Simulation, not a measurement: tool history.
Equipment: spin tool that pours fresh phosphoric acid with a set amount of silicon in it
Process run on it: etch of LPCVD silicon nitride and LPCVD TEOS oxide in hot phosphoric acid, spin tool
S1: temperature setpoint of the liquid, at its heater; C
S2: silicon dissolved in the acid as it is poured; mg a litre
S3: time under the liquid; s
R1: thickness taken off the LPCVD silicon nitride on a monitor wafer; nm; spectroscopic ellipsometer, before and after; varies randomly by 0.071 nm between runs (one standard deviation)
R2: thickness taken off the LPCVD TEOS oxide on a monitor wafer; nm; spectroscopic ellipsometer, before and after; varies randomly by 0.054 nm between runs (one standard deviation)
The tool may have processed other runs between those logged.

run 1 hour=0.0 | S1=160.0 S2=10.0 S3=180 | R1=12.387 R2=0.38656
run 2 hour=5.0 | S1=160.0 S2=13.5 S3=180 | R1=12.463 R2=0.36607
run 3 hour=6.7 | S1=160.5 S2=14.0 S3=190 | R1=13.400 R2=0.40061
run 4 hour=12.2 | S1=160.5 S2=14.0 S3=160 | R1=11.311 R2=0.30446
run 5 hour=12.8 | S1=160.5 S2=8.5 S3=160 | R1=11.291 R2=0.34233
run 6 hour=13.7 | S1=160.5 S2=4.0 S3=160 | R1=11.244 R2=0.39063

Run 7 comes next. What will it give?
run 7 hour=17.5 | S1=161.0 S2=5.0 S3=170 | R1=? R2=?

{"run 7": {"R1": 12.165, "R2": 0.3975}}
